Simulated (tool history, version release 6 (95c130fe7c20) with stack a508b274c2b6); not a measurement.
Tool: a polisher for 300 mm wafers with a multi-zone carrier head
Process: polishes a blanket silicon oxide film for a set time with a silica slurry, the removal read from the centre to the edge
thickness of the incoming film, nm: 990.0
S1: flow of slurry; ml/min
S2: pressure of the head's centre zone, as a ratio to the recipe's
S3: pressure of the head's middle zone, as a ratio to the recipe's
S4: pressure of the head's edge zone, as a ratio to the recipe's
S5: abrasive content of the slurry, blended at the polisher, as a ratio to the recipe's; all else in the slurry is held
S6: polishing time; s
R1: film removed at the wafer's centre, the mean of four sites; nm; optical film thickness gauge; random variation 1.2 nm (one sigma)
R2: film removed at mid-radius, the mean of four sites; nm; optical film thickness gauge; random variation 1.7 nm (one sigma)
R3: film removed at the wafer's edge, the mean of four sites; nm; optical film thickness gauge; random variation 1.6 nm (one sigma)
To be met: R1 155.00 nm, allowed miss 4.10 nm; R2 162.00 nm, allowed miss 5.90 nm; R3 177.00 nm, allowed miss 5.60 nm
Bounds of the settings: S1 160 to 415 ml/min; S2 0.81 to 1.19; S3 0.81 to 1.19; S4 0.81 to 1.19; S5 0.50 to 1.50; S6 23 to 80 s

run	hour	S1	S2	S3	S4	S5	S6	R1	R2	R3
1	0.0	265	1.00	1.00	1.00	1.00	51	227.86	217.31	214.30
2	5.5	255	0.97	0.98	0.99	0.95	51	212.41	208.92	211.09
3	13.0	215	0.97	0.98	0.99	0.95	51	207.48	207.12	203.55
4	15.6	215	0.97	0.98	0.99	1.10	51	225.80	219.94	220.21
5	20.0	215	0.92	0.98	0.99	1.10	51	213.44	217.62	218.14
6	21.4	215	0.92	0.98	0.99	1.20	51	220.86	228.04	228.28
7	23.4	210	0.90	0.96	0.98	1.10	51	207.24	217.74	218.07
8	26.1	185	0.82	0.86	0.99	0.85	50	160.66	163.44	189.58

4 next moves are on the table. One of them brings every result within its allowed miss. Which?
A	28.8	260	0.82	0.84	0.95	0.95	47	?	?	?
B	28.8	215	0.83	0.86	0.81	1.20	42	?	?	?
C	28.8	215	0.94	0.87	0.96	1.10	41	?	?	?
D	28.8	170	0.86	0.92	1.02	0.85	46	?	?	?

move	R1	R2	R3
A	166.23	171.08	186.35
B	163.55	169.83	169.47
C	174.47	161.19	172.22
D	154.48	163.96	173.08
A: further off than the last run
B: takes the result that was furthest off past its target
C: brings the result that was furthest off to its target, and leaves another outside
D: meets every target
The right move is D.
